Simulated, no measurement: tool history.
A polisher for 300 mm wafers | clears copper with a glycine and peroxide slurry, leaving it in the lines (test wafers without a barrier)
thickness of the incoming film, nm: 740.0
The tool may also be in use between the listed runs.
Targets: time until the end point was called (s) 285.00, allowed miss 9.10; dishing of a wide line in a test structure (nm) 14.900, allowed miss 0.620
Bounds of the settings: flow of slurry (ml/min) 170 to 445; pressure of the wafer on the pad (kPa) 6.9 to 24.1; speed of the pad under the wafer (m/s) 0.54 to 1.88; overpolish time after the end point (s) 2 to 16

| run | hour | flow of slurry (ml/min) | pressure of the wafer on the pad (kPa) | speed of the pad under the wafer (m/s) | overpolish time after the end point (s) | time until the end point was called (s) | dishing of a wide line in a test structure (nm) |
|---|---|---|---|---|---|---|---|
| 1 | 0.0 | 285 | 15.2 | 1.20 | 8 | 169.05 | 24.190 |
| 2 | 8.7 | 280 | 12.4 | 1.16 | 8 | 210.01 | 19.990 |
| 3 | 15.6 | 275 | 11.0 | 1.16 | 8 | 226.11 | 18.336 |
| 4 | 21.9 | 275 | 11.0 | 0.96 | 8 | 260.60 | 16.018 |
| 5 | 22.9 | 275 | 12.4 | 0.96 | 8 | 237.97 | 18.039 |
| 6 | 29.5 | 275 | 11.7 | 0.96 | 8 | 252.34 | 16.786 |
| 7 | 38.2 | 270 | 11.0 | 0.96 | 8 | 257.90 | 16.261 |
|  | 44.0 | worn pad replaced by a new one |
| 8 | 44.0 | 270 | 10.3 | 0.96 | 8 | 252.53 | 16.286 |
| 9 | 46.5 | 270 | 9.7 | 0.96 | 8 | 262.53 | 15.760 |

4 next moves are on the table. One of them brings every result within its allowed miss. Which?
| A | 49.0 | 315 | 9.7 | 0.86 | 9 | ? | ? |
| B | 49.0 | 270 | 11.0 | 0.96 | 7 | ? | ? |
| C | 49.0 | 220 | 13.1 | 0.78 | 7 | ? | ? |
| D | 49.0 | 355 | 9.7 | 0.84 | 8 | ? | ? |

| move | time until the end point was called (s) | dishing of a wide line in a test structure (nm) |
|---|---|---|
| A | 281.44 | 16.616 |
| B | 241.05 | 15.166 |
| C | 253.18 | 14.533 |
| D | 283.09 | 14.779 |
A: brings the result that was furthest off to its target, and leaves another outside
B: further off than the last run
C: further off than the last run
D: meets every target
The right move is D.
